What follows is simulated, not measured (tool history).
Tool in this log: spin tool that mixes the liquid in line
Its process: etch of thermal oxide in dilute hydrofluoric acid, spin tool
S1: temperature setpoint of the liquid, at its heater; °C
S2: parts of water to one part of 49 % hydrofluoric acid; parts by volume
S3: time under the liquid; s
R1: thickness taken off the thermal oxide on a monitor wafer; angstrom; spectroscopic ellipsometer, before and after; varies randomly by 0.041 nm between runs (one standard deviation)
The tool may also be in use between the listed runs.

run	day	S1	S2	S3	R1
1	0.000	25.0	90	75	36.221
2	0.112	27.5	90	75	39.651
3	0.342	27.5	120	75	28.622
4	0.417	27.5	145	75	22.970
5	0.596	28.5	135	75	25.621
6	0.650	28.5	135	75	26.077
7	0.883	29.0	125	75	28.684
8	1.162	29.5	115	75	32.339
9	1.454	30.0	110	75	34.331
10	1.538	30.5	105	75	36.921
11	1.692	31.0	100	75	40.056

The next listed run, before its measurement:
12	1.917	31.5	95	75	?

{"run 12": {"R1": 43.422}}
